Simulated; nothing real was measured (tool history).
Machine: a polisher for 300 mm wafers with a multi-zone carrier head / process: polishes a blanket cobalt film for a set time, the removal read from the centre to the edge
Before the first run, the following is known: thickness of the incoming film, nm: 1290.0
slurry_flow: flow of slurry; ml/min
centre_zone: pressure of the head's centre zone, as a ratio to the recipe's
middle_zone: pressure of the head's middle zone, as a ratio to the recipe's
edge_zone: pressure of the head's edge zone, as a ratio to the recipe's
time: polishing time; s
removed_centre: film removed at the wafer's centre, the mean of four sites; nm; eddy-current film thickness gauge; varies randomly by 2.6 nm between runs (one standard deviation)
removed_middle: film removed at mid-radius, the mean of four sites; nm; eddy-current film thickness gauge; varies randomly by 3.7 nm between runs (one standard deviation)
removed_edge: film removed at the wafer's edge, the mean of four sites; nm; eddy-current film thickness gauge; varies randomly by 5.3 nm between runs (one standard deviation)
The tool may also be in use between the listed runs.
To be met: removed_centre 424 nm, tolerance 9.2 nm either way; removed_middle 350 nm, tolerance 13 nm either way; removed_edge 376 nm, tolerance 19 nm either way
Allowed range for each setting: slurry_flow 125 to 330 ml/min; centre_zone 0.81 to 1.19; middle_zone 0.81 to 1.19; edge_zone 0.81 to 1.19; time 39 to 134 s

run,hour,slurry_flow,centre_zone,middle_zone,edge_zone,time,removed_centre,removed_middle,removed_edge
1,0,210,1,1,1,86,272.58,305.19,312.49
2,5.7,210,1,1,1.05,86,272.92,304.82,313.41
3,6.9,210,1,1,1.09,86,275.97,308.66,324.53
4,9.1,230,1.04,0.98,1.07,89,299.99,317.74,335.67
5,10.6,230,1.04,0.94,1.07,89,300.56,311.58,333.96
6,18.1,245,1.07,0.92,1.05,91,316.97,306.52,344.51
# hour 20.7: centre zone pressure recalibrated
7,20.7,255,1.09,0.93,1,94,374.05,328.98,351.33
8,23.9,265,1.09,0.93,1,94,377.88,321.42,353.63
9,25.3,275,1.09,0.94,1.01,94,379.79,333.43,348.7
10,28.8,280,1.1,0.93,1.02,95,390.35,330.44,357.22

Which single option among these 5 for the next run brings every result within its allowed miss of target? Just one does.
A,32.3,310,1.09,0.92,1.01,97,?,?,?
B,32.3,330,1.15,0.88,0.96,94,?,?,?
C,32.3,305,1.11,0.99,1.16,80,?,?,?
D,32.3,255,1.02,0.92,1.05,94,?,?,?
E,32.3,275,1.13,0.93,1,101,?,?,?

move,removed_centre,removed_middle,removed_edge
A,397.49,342.06,363.72
B,409.08,321.28,345.73
C,333.46,299.42,320.87
D,351.91,324.63,353.48
E,423.32,354.88,373.28
A: gains on the last run, yet a result remains outside its allowed miss
B: gains on the last run, yet a result remains outside its allowed miss
C: misses by more than the last run did
D: misses by more than the last run did
E: all results land within tolerance of their targets
The move that meets every target is E.
